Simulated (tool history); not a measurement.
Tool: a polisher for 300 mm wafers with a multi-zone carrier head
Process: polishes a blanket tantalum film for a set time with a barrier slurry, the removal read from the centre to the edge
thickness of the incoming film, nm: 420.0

| run | hour | flow of slurry (ml/min) | pressure of the head's centre zone | pressure of the head's middle zone | pressure of the head's edge zone | abrasive content of the slurry | polishing time (s) | film removed at the wafer's centre (angstrom) | film removed at mid-radius (angstrom) | film removed at the wafer's edge (angstrom) |
|---|---|---|---|---|---|---|---|---|---|---|
| 1 | 0 | 230 | 1 | 1 | 1 | 1 | 56 | 944.21 | 934.43 | 946.34 |
| 2 | 2.8 | 230 | 0.96 | 1 | 1 | 1 | 56 | 910.2 | 925.52 | 950.81 |
| 3 | 11.1 | 230 | 0.96 | 1 | 0.98 | 0.95 | 54 | 846.31 | 895.03 | 903.02 |
| 4 | 13.6 | 230 | 0.96 | 1 | 1.04 | 0.95 | 54 | 870.21 | 881.91 | 929.33 |
| 5 | 18.5 | 230 | 0.97 | 1 | 1.02 | 0.9 | 52 | 829.36 | 836.57 | 862.45 |
| 6 | 26.5 | 230 | 0.97 | 1 | 1.09 | 0.9 | 52 | 822.14 | 830.23 | 874.06 |
| 7 | 28 | 230 | 0.98 | 1.01 | 1.08 | 0.85 | 50 | 780.2 | 796.88 | 829.75 |
| 8 | 29.5 | 230 | 0.99 | 1.02 | 1.07 | 0.8 | 48 | 757.32 | 750.39 | 787.43 |

Run 9 comes next. What will it give?
| 9 | 31.4 | 240 | 0.9 | 1.12 | 0.97 | 0.55 | 33 | ? | ? | ? |

film removed at the wafer's centre (angstrom): 418.01
film removed at mid-radius (angstrom): 498.05
film removed at the wafer's edge (angstrom): 443.29

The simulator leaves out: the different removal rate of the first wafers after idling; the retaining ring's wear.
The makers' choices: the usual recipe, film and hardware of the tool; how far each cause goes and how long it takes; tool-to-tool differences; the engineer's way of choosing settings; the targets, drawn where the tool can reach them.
